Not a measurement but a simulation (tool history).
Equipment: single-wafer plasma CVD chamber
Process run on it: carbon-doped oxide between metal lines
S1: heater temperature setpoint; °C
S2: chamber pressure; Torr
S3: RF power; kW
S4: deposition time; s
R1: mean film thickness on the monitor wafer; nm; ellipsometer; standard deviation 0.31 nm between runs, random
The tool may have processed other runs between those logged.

| run | hour | S1 | S2 | S3 | S4 | R1 |
|---|---|---|---|---|---|---|
| 1 | 0.0 | 345 | 4.94 | 0.420 | 18.0 | 71.908 |
| 2 | 3.8 | 345 | 4.22 | 0.420 | 18.0 | 70.744 |
| 3 | 12.2 | 345 | 4.22 | 0.460 | 18.0 | 76.461 |
| 4 | 19.9 | 337 | 4.22 | 0.460 | 18.0 | 78.977 |
| 5 | 22.5 | 337 | 3.69 | 0.460 | 18.0 | 77.987 |
| 6 | 27.0 | 337 | 3.69 | 0.405 | 18.0 | 68.958 |

What does the tool deliver on the next run?
| 7 | 29.2 | 335 | 4.01 | 0.415 | 18.0 | ? |

{"run 7": {"R1": 71.503}}
